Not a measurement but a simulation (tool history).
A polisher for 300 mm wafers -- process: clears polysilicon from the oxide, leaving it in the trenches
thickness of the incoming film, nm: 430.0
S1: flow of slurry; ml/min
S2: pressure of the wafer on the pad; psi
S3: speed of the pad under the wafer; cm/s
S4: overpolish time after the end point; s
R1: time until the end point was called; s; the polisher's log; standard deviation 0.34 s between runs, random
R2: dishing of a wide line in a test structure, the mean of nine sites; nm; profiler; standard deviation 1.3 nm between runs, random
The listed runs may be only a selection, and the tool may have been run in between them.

{"run": 1, "hour": 0.0, "S1": 295, "S2": 2.9, "S3": 102, "S4": 24, "R1": 27.12, "R2": 89.19}
{"run": 2, "hour": 8.9, "S1": 295, "S2": 3.0, "S3": 102, "S4": 21, "R1": 26.687, "R2": 85.014}
{"run": 3, "hour": 13.8, "S1": 295, "S2": 2.7, "S3": 102, "S4": 21, "R1": 27.671, "R2": 87.702}
{"run": 4, "hour": 20.1, "S1": 295, "S2": 2.7, "S3": 102, "S4": 14, "R1": 28.475, "R2": 82.682}
{"run": 5, "hour": 21.1, "S1": 360, "S2": 2.7, "S3": 102, "S4": 14, "R1": 27.62, "R2": 82.748}
{"run": 6, "hour": 24.0, "S1": 360, "S2": 2.8, "S3": 102, "S4": 15, "R1": 27.754, "R2": 86.044}

Run 7 has not been measured yet. What should we expect?
{"run": 7, "hour": 28.7, "S1": 360, "S2": 2.9, "S3": 102, "S4": 14, "R1": "?", "R2": "?"}

Run 7 gave R1 25.743 s, R2 86.130 nm.
